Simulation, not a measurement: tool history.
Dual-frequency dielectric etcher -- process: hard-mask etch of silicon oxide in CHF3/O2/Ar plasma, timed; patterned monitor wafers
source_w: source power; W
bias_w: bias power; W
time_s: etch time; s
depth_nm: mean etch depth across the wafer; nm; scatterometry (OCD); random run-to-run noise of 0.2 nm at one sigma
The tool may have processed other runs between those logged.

{"run": 1, "hour": 0.0, "source_w": 490, "bias_w": 226, "time_s": 32, "depth_nm": 70.017}
{"run": 2, "hour": 5.1, "source_w": 420, "bias_w": 226, "time_s": 32, "depth_nm": 64.345}
{"run": 3, "hour": 10.9, "source_w": 420, "bias_w": 226, "time_s": 32, "depth_nm": 64.129}
{"run": 4, "hour": 19.6, "source_w": 420, "bias_w": 226, "time_s": 32, "depth_nm": 64.012}
{"run": 5, "hour": 23.3, "source_w": 360, "bias_w": 226, "time_s": 32, "depth_nm": 58.251}
{"run": 6, "hour": 25.0, "source_w": 410, "bias_w": 226, "time_s": 32, "depth_nm": 63.098}

Run 7, settings as shown, results not yet in. Your forecast:
{"run": 7, "hour": 27.5, "source_w": 430, "bias_w": 227, "time_s": 32, "depth_nm": "?"}

Run 7 produced depth_nm 65.311 nm.
